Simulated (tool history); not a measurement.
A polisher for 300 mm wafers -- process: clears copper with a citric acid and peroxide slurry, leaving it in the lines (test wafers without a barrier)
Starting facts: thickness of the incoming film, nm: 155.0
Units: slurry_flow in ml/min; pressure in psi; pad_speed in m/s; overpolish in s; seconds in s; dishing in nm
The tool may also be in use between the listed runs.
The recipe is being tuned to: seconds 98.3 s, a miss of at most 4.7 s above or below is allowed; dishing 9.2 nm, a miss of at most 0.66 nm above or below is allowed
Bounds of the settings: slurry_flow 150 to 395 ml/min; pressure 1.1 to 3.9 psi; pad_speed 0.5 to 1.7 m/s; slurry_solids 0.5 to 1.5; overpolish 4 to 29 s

run,hour,slurry_flow,pressure,pad_speed,slurry_solids,overpolish,seconds,dishing
1,0,250,2.5,1.1,1,15,89.083,20.271
2,7.7,305,2.5,1.1,1,15,88.812,20.504
3,11.6,305,2.1,1.1,1,15,102.1,17.53
4,18.8,305,2.1,0.92,1,15,124.57,15.438
5,22.2,280,2.1,0.92,1,15,122.69,14.96
6,23.5,280,2.1,0.92,0.9,15,127.35,14.35
7,31.4,280,2.2,0.94,0.85,13,125.61,13.175
8,34.3,270,2.6,1,1.1,6,90.038,8.5383

Next run, 5 choices. One meets every target within its allowed miss, the rest don't. Which?
A,37.2,260,2.8,0.98,1.1,6,?,?
B,37.2,260,1.5,1.36,1.25,7,?,?
C,37.2,255,2.5,0.98,1.05,7,?,?
D,37.2,290,2.3,1.12,1.25,6,?,?
E,37.2,245,3.2,0.88,1.15,6,?,?

move,seconds,dishing
A,85.509,8.8625
B,109.4,8.0392
C,97.049,9.0873
D,86.412,8.7511
E,82.795,9.1558
A: further off than the last run
B: moves the result that the last run missed by most past its target, out the other side
C: every result lands within tolerance
D: further off than the last run
E: further off than the last run
Correct choice: C, which meets every target

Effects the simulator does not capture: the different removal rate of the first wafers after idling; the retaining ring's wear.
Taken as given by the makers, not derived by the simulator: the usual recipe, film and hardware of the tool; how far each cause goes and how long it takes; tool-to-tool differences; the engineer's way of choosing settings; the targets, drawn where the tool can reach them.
